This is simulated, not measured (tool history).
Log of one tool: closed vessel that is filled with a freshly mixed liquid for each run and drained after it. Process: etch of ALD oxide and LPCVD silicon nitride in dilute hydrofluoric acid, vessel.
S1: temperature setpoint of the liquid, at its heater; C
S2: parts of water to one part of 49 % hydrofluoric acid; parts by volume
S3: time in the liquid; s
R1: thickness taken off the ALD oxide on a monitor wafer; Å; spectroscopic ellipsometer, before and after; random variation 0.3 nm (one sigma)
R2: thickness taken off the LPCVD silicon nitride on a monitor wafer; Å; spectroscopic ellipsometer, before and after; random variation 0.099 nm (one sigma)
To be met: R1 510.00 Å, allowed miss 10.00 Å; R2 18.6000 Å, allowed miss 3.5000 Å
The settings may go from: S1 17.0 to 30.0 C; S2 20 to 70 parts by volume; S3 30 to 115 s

run	day	S1	S2	S3	R1	R2
1	0.000	22.0	40	60	186.29	8.1678
2	0.346	22.0	30	60	248.71	9.7595
3	0.662	23.0	30	60	260.06	10.4570
4	0.862	23.0	20	60	394.41	15.2950
5	0.892	23.5	20	60	402.87	14.9360
6	1.221	23.5	20	45	301.52	13.4260
7	1.400	24.0	20	45	308.70	13.1380
8	1.662	24.5	20	45	315.78	13.8340
9	1.767	25.0	20	45	326.07	13.5970
10	2.012	25.5	20	45	328.77	13.2420
11	2.208	26.0	20	45	337.72	13.2750
12	2.458	26.5	20	45	341.04	15.4400
13	2.742	27.5	20	55	439.56	21.6080
14	2.933	27.5	20	60	475.61	20.8280
15	2.983	27.5	20	65	520.00	23.2820
16	3.233	26.5	20	65	495.21	19.8650
17	3.404	27.0	20	65	509.16	22.0340
18	3.433	27.0	20	65	500.34	23.9880
19	3.671	26.0	20	70	526.53	22.2870

Which of these 5 next moves meets every target?
A	3.908	30.0	20	60	?	?
B	3.908	20.0	25	110	?	?
C	3.908	22.0	20	85	?	?
D	3.908	19.5	20	85	?	?
E	3.908	24.5	20	70	?	?

move	R1	R2
A	525.87	25.7500
B	504.01	19.3250
C	533.92	21.2450
D	479.23	17.8300
E	488.94	20.7830
A: further off than the last run
B: meets every target
C: further off than the last run
D: takes the result that was furthest off past its target
E: takes the result that was furthest off past its target
Answer: B

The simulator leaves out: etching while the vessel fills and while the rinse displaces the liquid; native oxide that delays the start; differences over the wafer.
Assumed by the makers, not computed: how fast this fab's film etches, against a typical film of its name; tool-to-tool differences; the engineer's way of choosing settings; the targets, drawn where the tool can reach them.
